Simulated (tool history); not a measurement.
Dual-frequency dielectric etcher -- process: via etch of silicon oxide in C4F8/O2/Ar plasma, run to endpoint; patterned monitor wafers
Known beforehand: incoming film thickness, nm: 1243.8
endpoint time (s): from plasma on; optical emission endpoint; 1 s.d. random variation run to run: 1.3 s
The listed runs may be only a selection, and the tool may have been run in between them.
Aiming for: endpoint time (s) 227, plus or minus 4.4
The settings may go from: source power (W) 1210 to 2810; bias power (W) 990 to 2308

run    day  source power (W)  bias power (W)  endpoint time (s)
  1      0              2010            1649             261.25
  2  0.075              1740            1649             274.29
  3  0.425              1870            1675             267.21
  4  0.667              1980            1698             259.63
  5  0.992              2070            1713             255.59
  6  1.325              2150            1730             248.89
  7  1.683              2210            1739             248.08
  8  1.746              2270            1752              244.7
  9  2.062              2320            1763             243.42
 10  2.175              2320            1763              242.6

Exercise: of the 4 proposed moves below, exactly one satisfies all targets within the stated allowed misses. Which move is it?
  A  2.288              2160            2308                  ?
  B  2.288              2790            1974                  ?
  C  2.288              2030            1535                  ?
  D  2.288              2230            1870                  ?

move  endpoint time (s)
   A             227.93
   B             218.22
   C             266.15
   D             241.33
A: every result lands within tolerance
B: takes the result that was furthest off past its target
C: moves away from the targets compared with the last run
D: moves toward the targets from the last run without getting all of them in spec
Correct choice: A, which meets every target

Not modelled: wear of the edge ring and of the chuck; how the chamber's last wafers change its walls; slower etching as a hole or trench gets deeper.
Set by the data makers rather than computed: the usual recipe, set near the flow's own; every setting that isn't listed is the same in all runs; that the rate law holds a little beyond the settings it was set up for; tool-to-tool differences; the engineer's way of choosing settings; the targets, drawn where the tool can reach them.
